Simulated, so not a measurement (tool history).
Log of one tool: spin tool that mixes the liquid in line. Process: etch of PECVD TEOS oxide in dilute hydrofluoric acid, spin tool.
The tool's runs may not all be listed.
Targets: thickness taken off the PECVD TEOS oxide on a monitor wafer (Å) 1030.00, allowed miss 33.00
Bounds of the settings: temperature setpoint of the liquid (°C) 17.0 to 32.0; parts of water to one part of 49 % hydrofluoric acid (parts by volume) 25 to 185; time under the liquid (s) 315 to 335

run	day	temperature setpoint of the liquid (°C)	parts of water to one part of 49 % hydrofluoric acid (parts by volume)	time under the liquid (s)	thickness taken off the PECVD TEOS oxide on a monitor wafer (Å)
1	0.000	24.0	105	315	691.28
2	0.129	24.0	105	335	736.99
3	0.258	24.0	105	335	740.34
4	0.421	24.0	105	315	684.55
5	0.621	25.5	100	315	782.50
6	0.854	26.5	100	315	820.98
7	1.033	27.5	100	315	828.04
8	1.392	31.5	85	315	1180.10
9	1.617	31.0	85	315	1148.10
10	1.962	30.5	85	315	1115.00

Which of these 5 next moves meets every target?
A	2.308	30.0	85	315	?
B	2.308	31.5	85	315	?
C	2.308	32.0	90	335	?
D	2.308	32.0	85	335	?
E	2.308	31.5	95	315	?

move	thickness taken off the PECVD TEOS oxide on a monitor wafer (Å)
A	1104.90
B	1169.20
C	1187.60
D	1267.00
E	1030.70
A: nearer than the last run, and not there yet
B: further off than the last run
C: further off than the last run
D: further off than the last run
E: meets every target
Move E is the one to make.

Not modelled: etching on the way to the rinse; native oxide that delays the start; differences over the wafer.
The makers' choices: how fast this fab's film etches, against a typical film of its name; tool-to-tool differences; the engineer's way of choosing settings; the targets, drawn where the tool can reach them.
